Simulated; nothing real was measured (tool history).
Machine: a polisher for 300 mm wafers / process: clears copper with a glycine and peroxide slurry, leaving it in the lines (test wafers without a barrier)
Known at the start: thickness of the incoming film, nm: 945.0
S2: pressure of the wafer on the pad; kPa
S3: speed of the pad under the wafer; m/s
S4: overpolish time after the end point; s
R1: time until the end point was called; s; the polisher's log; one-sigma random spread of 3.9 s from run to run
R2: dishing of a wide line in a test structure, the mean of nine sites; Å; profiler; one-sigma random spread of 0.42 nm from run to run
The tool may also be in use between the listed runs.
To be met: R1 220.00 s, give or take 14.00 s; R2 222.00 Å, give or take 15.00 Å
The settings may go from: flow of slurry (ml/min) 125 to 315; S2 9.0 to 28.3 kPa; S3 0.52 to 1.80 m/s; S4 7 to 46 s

Run 1, day 0.000: flow of slurry (ml/min) 205, S2 18.6 kPa, S3 1.16 m/s, S4 24 s. Result: R1 172.13 s, R2 808.97 Å.
Run 2, day 0.250: flow of slurry (ml/min) 185, S2 15.9 kPa, S3 1.16 m/s, S4 20 s. Result: R1 199.88 s, R2 626.71 Å.
Run 3, day 0.542: flow of slurry (ml/min) 185, S2 12.4 kPa, S3 1.16 m/s, S4 20 s. Result: R1 240.30 s, R2 525.92 Å.
Run 4, day 0.604: flow of slurry (ml/min) 220, S2 12.4 kPa, S3 1.16 m/s, S4 20 s. Result: R1 237.88 s, R2 519.29 Å.
Run 5, day 0.967: flow of slurry (ml/min) 250, S2 12.4 kPa, S3 1.16 m/s, S4 20 s. Result: R1 230.15 s, R2 518.95 Å.
Run 6, day 1.317: flow of slurry (ml/min) 265, S2 11.7 kPa, S3 1.16 m/s, S4 17 s. Result: R1 239.16 s, R2 450.84 Å.
Run 7, day 1.379: flow of slurry (ml/min) 280, S2 11.0 kPa, S3 1.18 m/s, S4 14 s. Result: R1 248.10 s, R2 376.46 Å.
Run 8, day 1.554: flow of slurry (ml/min) 290, S2 10.3 kPa, S3 1.22 m/s, S4 12 s. Result: R1 255.61 s, R2 319.04 Å.
Run 9, day 1.788: flow of slurry (ml/min) 290, S2 10.3 kPa, S3 1.22 m/s, S4 12 s. Result: R1 258.57 s, R2 320.17 Å.
Run 10, day 1.875: flow of slurry (ml/min) 295, S2 9.7 kPa, S3 1.32 m/s, S4 11 s. Result: R1 261.54 s, R2 302.68 Å.
Run 11, day 1.904: flow of slurry (ml/min) 300, S2 9.7 kPa, S3 1.44 m/s, S4 10 s. Result: R1 243.75 s, R2 275.78 Å.

Next run, 5 choices. One meets every target within its allowed miss, the rest don't. Which?
Run A, day 1.933: flow of slurry (ml/min) 280, S2 9.0 kPa, S3 1.38 m/s, S4 11 s. Result: R1 ?, R2 ?.
Run B, day 1.933: flow of slurry (ml/min) 290, S2 10.3 kPa, S3 1.52 m/s, S4 7 s. Result: R1 ?, R2 ?.
Run C, day 1.933: flow of slurry (ml/min) 290, S2 9.0 kPa, S3 1.44 m/s, S4 10 s. Result: R1 ?, R2 ?.
Run D, day 1.933: flow of slurry (ml/min) 275, S2 9.0 kPa, S3 1.36 m/s, S4 11 s. Result: R1 ?, R2 ?.
Run E, day 1.933: flow of slurry (ml/min) 265, S2 9.0 kPa, S3 1.32 m/s, S4 11 s. Result: R1 ?, R2 ?.

move      R1      R2
   A  272.67  274.03
   B  228.23  213.71
   C  264.38  258.30
   D  275.69  271.40
   E  281.95  266.09
A: roughly where the last run was
B: each result inside its tolerance
C: gains on the last run, yet a result remains outside its allowed miss
D: moves away from the targets compared with the last run
E: moves away from the targets compared with the last run
So the answer is move B, the one that meets all the targets.
